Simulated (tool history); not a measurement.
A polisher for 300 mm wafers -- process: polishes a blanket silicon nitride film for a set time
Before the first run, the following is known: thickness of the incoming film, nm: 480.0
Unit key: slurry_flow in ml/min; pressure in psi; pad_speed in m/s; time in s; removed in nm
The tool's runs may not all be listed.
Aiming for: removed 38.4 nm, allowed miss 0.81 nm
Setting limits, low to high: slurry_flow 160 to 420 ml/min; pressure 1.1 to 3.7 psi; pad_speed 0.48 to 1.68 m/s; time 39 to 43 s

{"run": 1, "hour": 0.0, "slurry_flow": 270, "pressure": 2.4, "pad_speed": 1.08, "time": 43, "removed": 60.859}
{"run": 2, "hour": 7.0, "slurry_flow": 270, "pressure": 2.4, "pad_speed": 1.22, "time": 43, "removed": 66.697}
{"run": 3, "hour": 9.7, "slurry_flow": 270, "pressure": 2.4, "pad_speed": 1.22, "time": 39, "removed": 60.369}
{"run": 4, "hour": 16.3, "slurry_flow": 320, "pressure": 2.4, "pad_speed": 1.22, "time": 39, "removed": 61.349}
{"run": 5, "hour": 23.9, "slurry_flow": 320, "pressure": 2.9, "pad_speed": 1.22, "time": 39, "removed": 72.661}
{"run": 6, "hour": 25.6, "slurry_flow": 320, "pressure": 2.9, "pad_speed": 1.04, "time": 39, "removed": 64.371}
{"run": 7, "hour": 26.2, "slurry_flow": 320, "pressure": 2.5, "pad_speed": 1.04, "time": 39, "removed": 55.712}
{"run": 8, "hour": 29.9, "slurry_flow": 320, "pressure": 2.2, "pad_speed": 1.04, "time": 39, "removed": 48.994}
{"run": 9, "hour": 38.7, "slurry_flow": 320, "pressure": 2, "pad_speed": 1.04, "time": 39, "removed": 45.476}
{"run": 10, "hour": 42.8, "slurry_flow": 320, "pressure": 1.9, "pad_speed": 1.04, "time": 39, "removed": 42.566}
{"run": 11, "hour": 44.0, "slurry_flow": 320, "pressure": 1.8, "pad_speed": 1.04, "time": 39, "removed": 40.479}

4 candidate next runs follow, results not yet known. Just one meets every target within its allowed miss. Identify it.
{"run": "A", "hour": 45.2, "slurry_flow": 290, "pressure": 1.8, "pad_speed": 0.98, "time": 41, "removed": "?"}
{"run": "B", "hour": 45.2, "slurry_flow": 310, "pressure": 1.6, "pad_speed": 1.02, "time": 42, "removed": "?"}
{"run": "C", "hour": 45.2, "slurry_flow": 320, "pressure": 1.7, "pad_speed": 1.04, "time": 41, "removed": "?"}
{"run": "D", "hour": 45.2, "slurry_flow": 290, "pressure": 2, "pad_speed": 0.9, "time": 40, "removed": "?"}

move=A removed=40.521
move=B removed=38.473
move=C removed=40.514
move=D removed=40.869
A: neither nearer nor further off than the last run
B: every result within its allowed miss
C: neither nearer nor further off than the last run
D: misses by more than the last run did
So the answer is move B, the one that meets all the targets.
